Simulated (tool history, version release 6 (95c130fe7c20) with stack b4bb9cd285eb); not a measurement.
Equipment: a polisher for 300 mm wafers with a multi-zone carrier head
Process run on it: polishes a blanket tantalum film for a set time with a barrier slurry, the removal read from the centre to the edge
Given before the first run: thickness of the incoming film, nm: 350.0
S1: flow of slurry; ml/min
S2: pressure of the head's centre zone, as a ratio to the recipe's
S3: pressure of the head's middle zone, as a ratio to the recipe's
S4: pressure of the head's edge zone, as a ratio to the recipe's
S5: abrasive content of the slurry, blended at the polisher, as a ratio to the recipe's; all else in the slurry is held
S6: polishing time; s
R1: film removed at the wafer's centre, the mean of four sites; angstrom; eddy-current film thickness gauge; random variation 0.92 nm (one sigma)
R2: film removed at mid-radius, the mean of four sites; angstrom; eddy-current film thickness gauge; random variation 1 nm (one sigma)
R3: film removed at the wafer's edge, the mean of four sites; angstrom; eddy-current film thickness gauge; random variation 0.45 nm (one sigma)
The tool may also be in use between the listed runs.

run  hour   S1    S2    S3    S4    S5  S6       R1       R2       R3
  1   0.0  210  1.00  1.00  1.00  1.00  85  1142.90  1210.80  1160.70
  2   3.1  205  1.02  0.96  0.96  0.85  80  1029.80  1005.20  1001.00
  3   9.5  205  1.02  0.96  1.05  0.85  80  1024.10  1003.10  1049.00
  4  12.9  200  1.03  0.95  1.00  0.75  78   952.66   898.96   928.46
  5  15.2  190  1.03  0.94  0.96  0.70  78   907.16   855.53   869.02
  6  22.3  190  1.03  0.94  0.96  0.70  64   728.45   709.83   721.66
  7  24.7  200  1.05  0.94  0.96  0.70  64   750.78   712.93   726.23

The next listed run, before its measurement:
  8  27.2  210  1.07  0.94  0.96  0.70  64   ?   ?   ?

Logged for run 8: R1 780.51 angstrom, R2 720.07 angstrom, R3 734.75 angstrom.

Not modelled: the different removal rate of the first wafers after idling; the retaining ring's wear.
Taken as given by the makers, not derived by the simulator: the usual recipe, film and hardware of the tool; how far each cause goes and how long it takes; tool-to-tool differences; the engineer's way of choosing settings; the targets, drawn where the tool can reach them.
